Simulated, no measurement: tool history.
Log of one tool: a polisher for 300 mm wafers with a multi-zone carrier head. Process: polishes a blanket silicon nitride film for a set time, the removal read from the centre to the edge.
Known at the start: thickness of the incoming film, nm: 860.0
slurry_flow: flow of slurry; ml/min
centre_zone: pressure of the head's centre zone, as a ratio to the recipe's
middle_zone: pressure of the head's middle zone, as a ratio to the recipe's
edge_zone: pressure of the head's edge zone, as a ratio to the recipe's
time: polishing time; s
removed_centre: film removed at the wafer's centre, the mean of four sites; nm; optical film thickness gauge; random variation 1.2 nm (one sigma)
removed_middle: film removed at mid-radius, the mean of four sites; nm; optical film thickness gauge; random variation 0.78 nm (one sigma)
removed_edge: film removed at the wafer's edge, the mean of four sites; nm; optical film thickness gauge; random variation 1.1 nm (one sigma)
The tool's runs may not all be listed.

run  hour  slurry_flow  centre_zone  middle_zone  edge_zone  time  removed_centre  removed_middle  removed_edge
  1   0.0          140         1.00         1.00       1.00    73         175.470         178.490       186.540
  2   2.9          140         1.00         1.00       0.98    67         162.720         164.170       176.350
  3   4.1          140         1.00         0.95       0.98    67         165.840         158.120       174.810
  4  10.5          110         1.00         0.95       0.98    67         151.130         147.570       165.880
  5  19.0          110         1.01         0.97       0.95    62         145.420         137.810       152.780
  6  19.7          110         1.00         0.99       0.93    58         134.410         133.560       141.050
  7  22.5          110         1.00         0.99       0.91    55         126.530         125.920       133.830
  8  30.3          125         1.03         1.07       0.81    34          83.621          86.344        78.903
  9  33.9          130         1.03         1.07       0.84    34          82.377          85.791        80.588
 10  40.3          130         1.03         1.07       0.85    35          86.634          89.411        84.608
 11  49.4          135         1.04         1.08       0.87    35          88.145          91.174        85.974
 12  58.0          140         1.04         1.08       0.89    35          89.064          90.481        85.545
 13  61.3          145         1.04         1.08       0.91    36          92.375          95.227        89.709
 14  70.2          150         1.04         1.08       0.92    36          94.230          96.308        91.863
 15  78.2          155         1.03         1.08       0.93    36          92.808          95.333        94.441
 16  83.5          160         1.03         1.09       0.94    36          92.835          97.779        93.939

Run 17 comes next. What will it give?
 17  87.1          165         1.03         1.09       0.95    36               ?               ?             ?

{"run 17": {"removed_centre": 92.802, "removed_middle": 98.118, "removed_edge": 94.518}}
